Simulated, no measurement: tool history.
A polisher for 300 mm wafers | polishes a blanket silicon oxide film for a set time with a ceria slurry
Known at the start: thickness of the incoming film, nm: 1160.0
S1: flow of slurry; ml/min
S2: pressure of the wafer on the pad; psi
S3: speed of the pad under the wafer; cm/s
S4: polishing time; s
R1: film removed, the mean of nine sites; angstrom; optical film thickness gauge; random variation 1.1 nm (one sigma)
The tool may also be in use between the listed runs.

run 1 hour=0 | S1=280 S2=2.1 S3=118 S4=65 | R1=1793.5
run 2 hour=1.1 | S1=325 S2=2.1 S3=118 S4=65 | R1=1838.4
run 3 hour=8.3 | S1=325 S2=2.1 S3=90 S4=65 | R1=1525.3
run 4 hour=9.1 | S1=325 S2=2.3 S3=90 S4=65 | R1=1638.9
run 5 hour=11.5 | S1=375 S2=2.3 S3=90 S4=65 | R1=1682
run 6 hour=15.1 | S1=375 S2=2.2 S3=90 S4=65 | R1=1614.5
run 7 hour=19.6 | S1=375 S2=2.2 S3=90 S4=65 | R1=1593.9
run 8 hour=21.5 | S1=375 S2=2.2 S3=90 S4=65 | R1=1609.8
run 9 hour=22.2 | S1=375 S2=2.1 S3=90 S4=65 | R1=1528.1

The next listed run, before its measurement:
run 10 hour=24.9 | S1=375 S2=2 S3=90 S4=65 | R1=?

Run 10 gave R1 1447.2 angstrom.
